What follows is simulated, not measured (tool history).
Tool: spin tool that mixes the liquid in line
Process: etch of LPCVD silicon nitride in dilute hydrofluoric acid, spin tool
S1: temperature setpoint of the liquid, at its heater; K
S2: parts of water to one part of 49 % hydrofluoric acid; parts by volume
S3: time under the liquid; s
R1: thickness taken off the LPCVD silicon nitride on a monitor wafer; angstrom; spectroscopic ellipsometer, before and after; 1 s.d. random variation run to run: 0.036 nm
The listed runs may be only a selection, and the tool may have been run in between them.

| run | hour | S1 | S2 | S3 | R1 |
|---|---|---|---|---|---|
| 1 | 0 | 296.15 | 55 | 60 | 6.9511 |
| 2 | 7.5 | 296.15 | 50 | 60 | 7.8464 |
| 3 | 11.9 | 297.65 | 45 | 60 | 9.6307 |
| 4 | 16.3 | 298.65 | 40 | 60 | 11.683 |
| 5 | 22.8 | 299.65 | 40 | 60 | 12.994 |
| 6 | 26.5 | 300.65 | 40 | 60 | 13.018 |
| 7 | 27.7 | 301.15 | 35 | 60 | 15.51 |

Forecast run 8:
| 8 | 30.7 | 301.65 | 35 | 60 | ? |

{"run 8": {"R1": 15.46}}
